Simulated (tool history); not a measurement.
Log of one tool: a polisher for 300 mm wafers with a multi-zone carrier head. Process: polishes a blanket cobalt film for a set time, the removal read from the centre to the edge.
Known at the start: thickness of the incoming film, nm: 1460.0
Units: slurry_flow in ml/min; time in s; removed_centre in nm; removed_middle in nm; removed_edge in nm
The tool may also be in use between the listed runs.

run 1 day=0 | slurry_flow=225 centre_zone=1 middle_zone=1 edge_zone=1 time=74 | removed_centre=193.46 removed_middle=188.13 removed_edge=195.74
run 2 day=0.075 | slurry_flow=220 centre_zone=0.96 middle_zone=1 edge_zone=0.99 time=69 | removed_centre=170.69 removed_middle=177.4 removed_edge=183.46
run 3 day=0.154 | slurry_flow=220 centre_zone=0.96 middle_zone=1 edge_zone=0.99 time=81 | removed_centre=198.11 removed_middle=206.34 removed_edge=219.48
run 4 day=0.275 | slurry_flow=215 centre_zone=0.94 middle_zone=1 edge_zone=0.98 time=74 | removed_centre=176.07 removed_middle=186.87 removed_edge=190.17
run 5 day=0.588 | slurry_flow=205 centre_zone=0.91 middle_zone=0.99 edge_zone=0.98 time=70 | removed_centre=163.49 removed_middle=178.93 removed_edge=184.19
run 6 day=0.683 | slurry_flow=205 centre_zone=0.97 middle_zone=0.99 edge_zone=0.98 time=70 | removed_centre=174.94 removed_middle=176.6 removed_edge=184.52
run 7 day=0.942 | slurry_flow=205 centre_zone=0.94 middle_zone=0.99 edge_zone=0.97 time=65 | removed_centre=155.11 removed_middle=165.04 removed_edge=171.63

Run 8 comes next. What will it give?
run 8 day=1.162 | slurry_flow=205 centre_zone=0.93 middle_zone=0.99 edge_zone=0.96 time=61 | removed_centre=? removed_middle=? removed_edge=?

{"run 8": {"removed_centre": 148.64, "removed_middle": 155.34, "removed_edge": 157.17}}

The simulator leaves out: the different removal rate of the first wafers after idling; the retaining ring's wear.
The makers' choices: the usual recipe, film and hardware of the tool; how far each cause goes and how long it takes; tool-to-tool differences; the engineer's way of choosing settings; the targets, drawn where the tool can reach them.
